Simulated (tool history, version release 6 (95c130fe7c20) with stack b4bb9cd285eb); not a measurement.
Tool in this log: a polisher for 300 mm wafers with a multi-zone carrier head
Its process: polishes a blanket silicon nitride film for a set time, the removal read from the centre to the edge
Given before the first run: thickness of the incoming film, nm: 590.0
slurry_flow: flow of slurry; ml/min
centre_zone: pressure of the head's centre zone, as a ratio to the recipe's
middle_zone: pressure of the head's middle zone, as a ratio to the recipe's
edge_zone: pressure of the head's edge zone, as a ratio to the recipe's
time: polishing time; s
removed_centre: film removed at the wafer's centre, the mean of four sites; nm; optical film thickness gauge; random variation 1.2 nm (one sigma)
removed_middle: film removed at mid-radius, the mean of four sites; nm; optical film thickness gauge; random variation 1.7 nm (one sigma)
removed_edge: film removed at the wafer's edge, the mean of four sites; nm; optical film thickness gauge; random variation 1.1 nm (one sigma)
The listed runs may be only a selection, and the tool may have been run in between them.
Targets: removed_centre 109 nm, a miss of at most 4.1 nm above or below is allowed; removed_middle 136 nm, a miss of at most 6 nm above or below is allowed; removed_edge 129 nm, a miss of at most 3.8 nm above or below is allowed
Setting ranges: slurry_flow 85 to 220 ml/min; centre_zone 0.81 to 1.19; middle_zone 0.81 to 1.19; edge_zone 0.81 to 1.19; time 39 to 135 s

run,hour,slurry_flow,centre_zone,middle_zone,edge_zone,time,removed_centre,removed_middle,removed_edge
1,0,140,1,1,1,87,111.02,112.53,116.76
2,2.1,160,1,1,1,87,115.75,114.87,122.5
3,5.4,160,1,1,1,103,140.18,137.36,143.28
4,9.9,150,0.98,1.01,1,103,133.88,136.53,140.07
5,16.2,140,0.96,1.02,1.01,103,130.02,138.69,139.8
# hour 17.6: edge zone pressure recalibrated
6,17.6,140,0.96,1.02,1.01,123,154.84,165.79,159.59
7,18.3,130,0.93,1.01,1,121,146.06,154.7,158.77
8,19,125,0.92,1.03,0.99,118,140.35,149.34,150.56
9,22,90,0.82,1.13,1.02,106,104.26,131.51,126.35

Next run, 4 choices. One meets every target within its allowed miss, the rest don't. Which?
A,25,85,0.81,1.18,1.03,108,?,?,?
B,25,85,0.85,1.16,1,109,?,?,?
C,25,110,0.82,1.11,0.95,113,?,?,?
D,25,130,0.88,1.19,0.87,103,?,?,?

move,removed_centre,removed_middle,removed_edge
A,102.7,134.75,132.42
B,107.39,134.6,131.77
C,118.19,146.53,140.19
D,118.82,144.75,126.03
A: further off than the last run
B: hits every target within its allowed miss
C: the result that was furthest off in the last run now lies on the other side of its target
D: the result that was furthest off in the last run now lies on the other side of its target
Correct choice: B, which meets every target
